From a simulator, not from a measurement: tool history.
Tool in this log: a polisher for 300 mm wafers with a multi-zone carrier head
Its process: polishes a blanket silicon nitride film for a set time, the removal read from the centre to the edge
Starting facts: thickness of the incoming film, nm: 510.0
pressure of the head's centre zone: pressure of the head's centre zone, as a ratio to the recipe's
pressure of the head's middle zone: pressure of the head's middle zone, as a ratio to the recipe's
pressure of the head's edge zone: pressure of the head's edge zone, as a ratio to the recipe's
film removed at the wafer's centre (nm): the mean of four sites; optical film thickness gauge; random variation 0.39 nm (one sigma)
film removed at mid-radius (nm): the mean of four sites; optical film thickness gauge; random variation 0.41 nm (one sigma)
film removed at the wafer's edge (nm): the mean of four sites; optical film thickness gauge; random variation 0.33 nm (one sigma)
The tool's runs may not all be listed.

| run | hour | flow of slurry (ml/min) | pressure of the head's centre zone | pressure of the head's middle zone | pressure of the head's edge zone | polishing time (s) | film removed at the wafer's centre (nm) | film removed at mid-radius (nm) | film removed at the wafer's edge (nm) |
|---|---|---|---|---|---|---|---|---|---|
| 1 | 0 | 205 | 1 | 1 | 1 | 37 | 69.12 | 58.923 | 62.093 |
| 2 | 4.4 | 205 | 1 | 1 | 1 | 45 | 83.896 | 73.4 | 76.901 |
| 3 | 9.7 | 205 | 1 | 1 | 1 | 54 | 98.936 | 88.329 | 92.888 |
| 4 | 16.3 | 180 | 0.94 | 0.98 | 0.98 | 41 | 70.344 | 67.118 | 67.836 |
| 5 | 20.3 | 160 | 0.9 | 0.92 | 0.97 | 33 | 53.835 | 50.498 | 55.283 |
| 6 | 23.3 | 160 | 0.94 | 0.92 | 0.97 | 33 | 55.842 | 49.363 | 54.286 |
| 7 | 26.3 | 150 | 0.9 | 0.92 | 0.97 | 28 | 45.946 | 42.718 | 45.553 |
|  | 33.3 | centre zone pressure recalibrated |
| 8 | 33.3 | 150 | 0.9 | 0.92 | 0.97 | 28 | 39.735 | 42.573 | 46.122 |
| 9 | 39.1 | 150 | 0.9 | 0.92 | 0.97 | 28 | 41.003 | 42.737 | 45.512 |
| 10 | 41.4 | 150 | 0.9 | 0.91 | 0.97 | 26 | 37.673 | 38.733 | 42.714 |
| 11 | 45.2 | 150 | 0.9 | 0.91 | 0.97 | 26 | 37.086 | 38.445 | 42.617 |

Forecast run 12:
| 12 | 52.8 | 145 | 0.91 | 0.91 | 0.95 | 25 | ? | ? | ? |

{"run 12": {"film removed at the wafer's centre (nm)": 36.53, "film removed at mid-radius (nm)": 36.928, "film removed at the wafer's edge (nm)": 40.687}}
